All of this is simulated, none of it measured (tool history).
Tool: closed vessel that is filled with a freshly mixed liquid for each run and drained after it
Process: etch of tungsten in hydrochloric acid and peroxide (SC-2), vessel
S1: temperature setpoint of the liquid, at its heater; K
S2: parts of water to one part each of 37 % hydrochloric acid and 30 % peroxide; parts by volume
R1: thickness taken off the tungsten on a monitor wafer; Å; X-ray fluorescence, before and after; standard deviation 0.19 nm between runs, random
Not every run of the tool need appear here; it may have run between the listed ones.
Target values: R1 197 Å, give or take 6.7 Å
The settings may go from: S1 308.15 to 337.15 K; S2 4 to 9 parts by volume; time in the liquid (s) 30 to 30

{"run": 1, "hour": 0.0, "S1": 321.15, "S2": 5, "time in the liquid (s)": 30, "R1": 79.496}
{"run": 2, "hour": 8.5, "S1": 321.15, "S2": 6, "time in the liquid (s)": 30, "R1": 69.981}
{"run": 3, "hour": 17.1, "S1": 321.15, "S2": 4.5, "time in the liquid (s)": 30, "R1": 85.48}
{"run": 4, "hour": 18.1, "S1": 324.65, "S2": 4.5, "time in the liquid (s)": 30, "R1": 109.62}
{"run": 5, "hour": 26.0, "S1": 327.15, "S2": 4.5, "time in the liquid (s)": 30, "R1": 125.73}
{"run": 6, "hour": 27.9, "S1": 329.15, "S2": 4.5, "time in the liquid (s)": 30, "R1": 145.97}
{"run": 7, "hour": 31.8, "S1": 330.15, "S2": 4.5, "time in the liquid (s)": 30, "R1": 154.22}
{"run": 8, "hour": 35.7, "S1": 331.15, "S2": 4.5, "time in the liquid (s)": 30, "R1": 164.73}
{"run": 9, "hour": 43.6, "S1": 331.65, "S2": 4.5, "time in the liquid (s)": 30, "R1": 170.02}
{"run": 10, "hour": 47.5, "S1": 332.15, "S2": 4.5, "time in the liquid (s)": 30, "R1": 175.57}
{"run": 11, "hour": 48.5, "S1": 332.65, "S2": 4.5, "time in the liquid (s)": 30, "R1": 183.76}
{"run": 12, "hour": 51.6, "S1": 332.65, "S2": 4.5, "time in the liquid (s)": 30, "R1": 181.54}
{"run": 13, "hour": 57.0, "S1": 333.15, "S2": 4.5, "time in the liquid (s)": 30, "R1": 185.09}

Exercise: of the 4 proposed moves below, exactly one satisfies all targets within the stated allowed misses. Which move is it?
{"run": "A", "hour": 62.4, "S1": 332.65, "S2": 4, "time in the liquid (s)": 30, "R1": "?"}
{"run": "B", "hour": 62.4, "S1": 333.65, "S2": 4, "time in the liquid (s)": 30, "R1": "?"}
{"run": "C", "hour": 62.4, "S1": 332.65, "S2": 5, "time in the liquid (s)": 30, "R1": "?"}
{"run": "D", "hour": 62.4, "S1": 336.15, "S2": 5, "time in the liquid (s)": 30, "R1": "?"}

move=A R1=198.76
move=B R1=211.63
move=C R1=170.37
move=D R1=211.85
A: every result within its allowed miss
B: moves the result that the last run missed by most past its target, out the other side
C: its largest miss is bigger than the last run's
D: moves the result that the last run missed by most past its target, out the other side
Move A is the one to make.
